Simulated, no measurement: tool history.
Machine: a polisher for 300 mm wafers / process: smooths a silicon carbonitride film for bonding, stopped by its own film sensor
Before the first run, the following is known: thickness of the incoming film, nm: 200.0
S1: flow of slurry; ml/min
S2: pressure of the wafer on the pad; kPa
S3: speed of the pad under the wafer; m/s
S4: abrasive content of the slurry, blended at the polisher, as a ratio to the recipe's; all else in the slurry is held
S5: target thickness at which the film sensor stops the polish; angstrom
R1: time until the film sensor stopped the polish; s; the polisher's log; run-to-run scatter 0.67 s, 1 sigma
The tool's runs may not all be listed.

| run | hour | S1 | S2 | S3 | S4 | S5 | R1 |
|---|---|---|---|---|---|---|---|
| 1 | 0.0 | 185 | 18.6 | 0.88 | 1.0 | 1730 | 82.611 |
| 2 | 7.1 | 145 | 18.6 | 0.88 | 1.0 | 1730 | 87.661 |
| 3 | 11.4 | 155 | 20.0 | 0.88 | 1.0 | 1730 | 77.856 |
| 4 | 19.1 | 110 | 20.0 | 0.88 | 1.0 | 1730 | 86.248 |
| 5 | 20.9 | 110 | 21.4 | 0.88 | 1.0 | 1730 | 81.286 |
| 6 | 29.6 | 130 | 22.1 | 0.88 | 1.0 | 1730 | 74.639 |

Predict the results of run 7:
| 7 | 38.1 | 145 | 22.8 | 0.88 | 1.0 | 1730 | ? |

R1: 72.778 s
